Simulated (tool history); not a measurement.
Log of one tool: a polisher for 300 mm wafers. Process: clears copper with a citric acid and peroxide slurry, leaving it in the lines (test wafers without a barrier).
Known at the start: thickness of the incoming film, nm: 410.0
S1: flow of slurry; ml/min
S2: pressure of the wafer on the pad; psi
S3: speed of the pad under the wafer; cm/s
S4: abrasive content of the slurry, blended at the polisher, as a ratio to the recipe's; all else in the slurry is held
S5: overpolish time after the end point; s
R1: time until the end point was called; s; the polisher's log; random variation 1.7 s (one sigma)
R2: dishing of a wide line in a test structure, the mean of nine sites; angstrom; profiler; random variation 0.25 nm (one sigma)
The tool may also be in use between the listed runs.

Run 1, hour 0.0: S1 250 ml/min, S2 2.9 psi, S3 114 cm/s, S4 1.00, S5 20 s. Result: R1 170.27 s, R2 312.57 angstrom.
Run 2, hour 4.1: S1 250 ml/min, S2 2.3 psi, S3 114 cm/s, S4 1.00, S5 20 s. Result: R1 216.06 s, R2 259.46 angstrom.
Run 3, hour 11.2: S1 250 ml/min, S2 2.4 psi, S3 116 cm/s, S4 1.00, S5 18 s. Result: R1 205.31 s, R2 246.17 angstrom.
Run 4, hour 15.9: S1 240 ml/min, S2 2.5 psi, S3 122 cm/s, S4 0.95, S5 16 s. Result: R1 187.03 s, R2 239.15 angstrom.
Run 5, hour 19.3: S1 175 ml/min, S2 2.5 psi, S3 122 cm/s, S4 0.95, S5 16 s. Result: R1 193.11 s, R2 232.09 angstrom.
Run 6, hour 26.2: S1 150 ml/min, S2 2.5 psi, S3 122 cm/s, S4 0.95, S5 16 s. Result: R1 198.61 s, R2 225.50 angstrom.
Run 7, hour 30.7: S1 150 ml/min, S2 2.5 psi, S3 130 cm/s, S4 0.90, S5 14 s. Result: R1 194.49 s, R2 208.30 angstrom.
Run 8, hour 36.5: S1 150 ml/min, S2 2.6 psi, S3 138 cm/s, S4 0.85, S5 13 s. Result: R1 175.73 s, R2 212.10 angstrom.
Run 9, hour 41.0: S1 150 ml/min, S2 2.6 psi, S3 144 cm/s, S4 0.80, S5 12 s. Result: R1 172.03 s, R2 206.18 angstrom.
Run 10, hour 48.2: S1 150 ml/min, S2 2.6 psi, S3 150 cm/s, S4 0.75, S5 11 s. Result: R1 169.16 s, R2 196.27 angstrom.
Run 11, hour 53.0: S1 150 ml/min, S2 2.7 psi, S3 154 cm/s, S4 0.70, S5 10 s. Result: R1 158.14 s, R2 190.25 angstrom.
Run 12, hour 57.6: S1 150 ml/min, S2 2.8 psi, S3 156 cm/s, S4 0.65, S5 9 s. Result: R1 147.59 s, R2 178.48 angstrom.
Run 13, hour 60.0: S1 160 ml/min, S2 2.9 psi, S3 154 cm/s, S4 0.65, S5 9 s. Result: R1 143.17 s, R2 180.28 angstrom.
Run 14, hour 64.5: S1 165 ml/min, S2 3.0 psi, S3 152 cm/s, S4 0.65, S5 9 s. Result: R1 139.21 s, R2 184.24 angstrom.
Run 15, hour 72.0: S1 180 ml/min, S2 3.1 psi, S3 150 cm/s, S4 0.65, S5 9 s. Result: R1 136.79 s, R2 186.61 angstrom.
Run 16, hour 77.6: S1 195 ml/min, S2 3.2 psi, S3 146 cm/s, S4 0.65, S5 9 s. Result: R1 135.40 s, R2 189.41 angstrom.
Run 17, hour 81.0: S1 210 ml/min, S2 3.3 psi, S3 142 cm/s, S4 0.65, S5 9 s. Result: R1 130.23 s, R2 194.69 angstrom.

Forecast run 18:
Run 18, hour 84.4: S1 215 ml/min, S2 3.4 psi, S3 140 cm/s, S4 0.65, S5 9 s. Result: R1 ?, R2 ?.

{"run 18": {"R1": 130.53, "R2": 200.03}}
